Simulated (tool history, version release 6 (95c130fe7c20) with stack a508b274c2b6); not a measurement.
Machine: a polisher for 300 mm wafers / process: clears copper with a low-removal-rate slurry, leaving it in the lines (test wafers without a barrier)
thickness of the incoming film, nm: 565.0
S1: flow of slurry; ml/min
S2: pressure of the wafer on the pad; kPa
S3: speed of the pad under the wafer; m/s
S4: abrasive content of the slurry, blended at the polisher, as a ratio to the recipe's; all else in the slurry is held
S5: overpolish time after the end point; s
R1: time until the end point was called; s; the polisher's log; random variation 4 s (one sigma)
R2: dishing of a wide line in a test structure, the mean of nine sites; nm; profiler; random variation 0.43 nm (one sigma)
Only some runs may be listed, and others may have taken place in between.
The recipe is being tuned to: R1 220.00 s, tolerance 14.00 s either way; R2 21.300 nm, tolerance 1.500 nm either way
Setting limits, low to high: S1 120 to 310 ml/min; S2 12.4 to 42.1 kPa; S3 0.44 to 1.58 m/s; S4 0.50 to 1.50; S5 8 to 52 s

{"run": 1, "hour": 0.0, "S1": 200, "S2": 26.9, "S3": 1.0, "S4": 1.0, "S5": 26, "R1": 163.05, "R2": 60.02}
{"run": 2, "hour": 8.3, "S1": 200, "S2": 26.9, "S3": 1.16, "S4": 1.0, "S5": 26, "R1": 138.11, "R2": 68.898}
{"run": 3, "hour": 16.5, "S1": 200, "S2": 26.9, "S3": 1.16, "S4": 1.2, "S5": 26, "R1": 137.26, "R2": 67.633}
{"run": 4, "hour": 17.5, "S1": 200, "S2": 26.9, "S3": 0.94, "S4": 1.2, "S5": 26, "R1": 164.52, "R2": 57.883}
{"run": 5, "hour": 22.4, "S1": 200, "S2": 31.7, "S3": 0.94, "S4": 1.2, "S5": 26, "R1": 147.78, "R2": 66.742}
{"run": 6, "hour": 27.3, "S1": 200, "S2": 29.6, "S3": 0.94, "S4": 1.25, "S5": 24, "R1": 149.94, "R2": 60.353}
{"run": 7, "hour": 30.8, "S1": 200, "S2": 22.1, "S3": 0.86, "S4": 1.5, "S5": 11, "R1": 197.35, "R2": 23.075}
{"run": 8, "hour": 37.8, "S1": 200, "S2": 20.7, "S3": 0.86, "S4": 1.5, "S5": 12, "R1": 204.21, "R2": 24.036}
{"run": 9, "hour": 38.6, "S1": 200, "S2": 18.6, "S3": 0.84, "S4": 1.5, "S5": 10, "R1": 230.37, "R2": 18.665}

Below are 4 possible settings for the next run. Only one of them brings all results inside the allowed miss of their targets. Which is it?
{"run": "A", "hour": 39.4, "S1": 250, "S2": 17.2, "S3": 0.92, "S4": 1.5, "S5": 8, "R1": "?", "R2": "?"}
{"run": "B", "hour": 39.4, "S1": 175, "S2": 15.2, "S3": 1.02, "S4": 1.5, "S5": 11, "R1": "?", "R2": "?"}
{"run": "C", "hour": 39.4, "S1": 250, "S2": 15.2, "S3": 0.88, "S4": 1.3, "S5": 14, "R1": "?", "R2": "?"}
{"run": "D", "hour": 39.4, "S1": 190, "S2": 18.6, "S3": 0.88, "S4": 1.5, "S5": 8, "R1": "?", "R2": "?"}

move=A R1=207.12 R2=16.963
move=B R1=214.21 R2=22.118
move=C R1=245.41 R2=24.380
move=D R1=212.75 R2=16.554
A: its largest miss is bigger than the last run's
B: every result lands within tolerance
C: takes the result that was furthest off past its target
D: its largest miss is bigger than the last run's
The move that meets every target is B.
